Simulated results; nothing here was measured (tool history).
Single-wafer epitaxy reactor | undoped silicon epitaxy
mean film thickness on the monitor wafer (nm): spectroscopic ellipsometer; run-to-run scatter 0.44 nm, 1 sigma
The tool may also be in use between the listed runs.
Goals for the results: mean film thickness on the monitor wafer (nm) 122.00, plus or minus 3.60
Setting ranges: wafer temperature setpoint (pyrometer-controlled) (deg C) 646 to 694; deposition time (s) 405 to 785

run,hour,wafer temperature setpoint (pyrometer-controlled) (deg C),deposition time (s),mean film thickness on the monitor wafer (nm)
1,0.0,670,595,156.57
2,0.9,668,594,149.58
3,9.2,668,520,132.38
4,17.5,667,520,129.16
5,26.3,674,520,148.39
6,28.0,673,519,145.37
7,29.0,672,518,141.76
8,33.6,671,517,138.60
9,42.2,670,517,135.45
10,43.6,669,517,133.77
11,49.3,668,517,130.34
12,51.1,668,517,129.83

Consider the 4 candidate settings below. Which is the only one whose results all fall within their allowed miss of target?
A,52.9,664,528,?
B,52.9,669,528,?
C,52.9,669,540,?
D,52.9,675,478,?

move,mean film thickness on the monitor wafer (nm)
A,122.95
B,136.14
C,139.23
D,139.08
A: all results land within tolerance of their targets
B: moves away from the targets compared with the last run
C: moves away from the targets compared with the last run
D: moves away from the targets compared with the last run
A is the move that brings every result within its allowed miss.
